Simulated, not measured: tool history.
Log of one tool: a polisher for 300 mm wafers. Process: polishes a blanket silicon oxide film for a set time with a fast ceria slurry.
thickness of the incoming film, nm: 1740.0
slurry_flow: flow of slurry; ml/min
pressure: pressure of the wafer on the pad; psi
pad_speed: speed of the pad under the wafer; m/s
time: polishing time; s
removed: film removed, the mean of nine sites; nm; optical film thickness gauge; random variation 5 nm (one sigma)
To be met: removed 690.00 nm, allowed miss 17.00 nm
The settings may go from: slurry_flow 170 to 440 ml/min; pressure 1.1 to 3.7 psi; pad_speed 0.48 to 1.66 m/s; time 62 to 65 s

| run | hour | slurry_flow | pressure | pad_speed | time | removed |
|---|---|---|---|---|---|---|
| 1 | 0.0 | 280 | 2.4 | 1.06 | 62 | 1046.00 |
| 2 | 7.2 | 280 | 2.9 | 1.06 | 62 | 1245.40 |
| 3 | 14.8 | 280 | 2.6 | 1.06 | 62 | 1119.10 |
| 4 | 23.6 | 280 | 2.6 | 1.06 | 65 | 1183.70 |
| 5 | 28.1 | 280 | 2.2 | 1.06 | 65 | 1011.40 |
| 6 | 33.5 | 280 | 1.9 | 1.06 | 65 | 863.83 |
| 7 | 34.1 | 280 | 1.8 | 1.06 | 65 | 827.12 |
| 8 | 35.1 | 280 | 1.7 | 1.06 | 65 | 785.02 |
| 9 | 39.1 | 280 | 1.6 | 1.06 | 65 | 742.93 |
| 10 | 42.1 | 265 | 1.4 | 1.06 | 65 | 655.16 |
| 11 | 49.8 | 270 | 1.4 | 1.06 | 65 | 655.02 |
| 12 | 57.4 | 280 | 1.4 | 1.06 | 65 | 659.30 |
| 13 | 62.4 | 285 | 1.4 | 1.06 | 65 | 656.49 |

Which of these 5 next moves meets every target?
| A | 67.4 | 170 | 1.6 | 1.00 | 64 | ? |
| B | 67.4 | 235 | 1.4 | 1.06 | 65 | ? |
| C | 67.4 | 250 | 1.9 | 0.82 | 62 | ? |
| D | 67.4 | 325 | 1.3 | 1.26 | 62 | ? |
| E | 67.4 | 305 | 1.3 | 1.12 | 65 | ? |

| move | removed |
|---|---|
| A | 644.04 |
| B | 641.16 |
| C | 644.02 |
| D | 698.14 |
| E | 648.89 |
A: further off than the last run
B: further off than the last run
C: further off than the last run
D: meets every target
E: further off than the last run
The right move is D.
